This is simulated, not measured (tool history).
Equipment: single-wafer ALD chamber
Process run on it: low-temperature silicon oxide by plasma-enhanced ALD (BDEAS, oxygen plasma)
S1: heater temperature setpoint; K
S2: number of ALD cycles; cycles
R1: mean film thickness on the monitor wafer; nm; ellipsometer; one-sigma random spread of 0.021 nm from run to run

| run | hour | S1 | S2 | R1 |
|---|---|---|---|---|
| 1 | 0 | 373.15 | 51 | 6.9412 |
| 2 | 0.7 | 363.15 | 51 | 7.1427 |
| 3 | 2.1 | 361.15 | 52 | 7.357 |
| 4 | 5.5 | 369.15 | 52 | 7.1686 |
| 5 | 10.5 | 361.15 | 52 | 7.3634 |
| 6 | 16.4 | 361.15 | 47 | 6.6366 |
| 7 | 24.1 | 359.15 | 49 | 6.9548 |
| 8 | 26.9 | 358.15 | 50 | 7.1009 |
| 9 | 32.6 | 357.15 | 51 | 7.2994 |
| 10 | 33.7 | 356.15 | 52 | 7.4844 |
| 11 | 39.8 | 355.15 | 53 | 7.6335 |
| 12 | 45.1 | 354.15 | 54 | 7.8273 |
| 13 | 50.8 | 353.15 | 54 | 7.8149 |
| 14 | 52.1 | 352.15 | 54 | 7.848 |

Run 15 has not been measured yet. What should we expect?
| 15 | 55.2 | 351.15 | 56 | ? |

Run 15 measured R1 8.1798 nm.

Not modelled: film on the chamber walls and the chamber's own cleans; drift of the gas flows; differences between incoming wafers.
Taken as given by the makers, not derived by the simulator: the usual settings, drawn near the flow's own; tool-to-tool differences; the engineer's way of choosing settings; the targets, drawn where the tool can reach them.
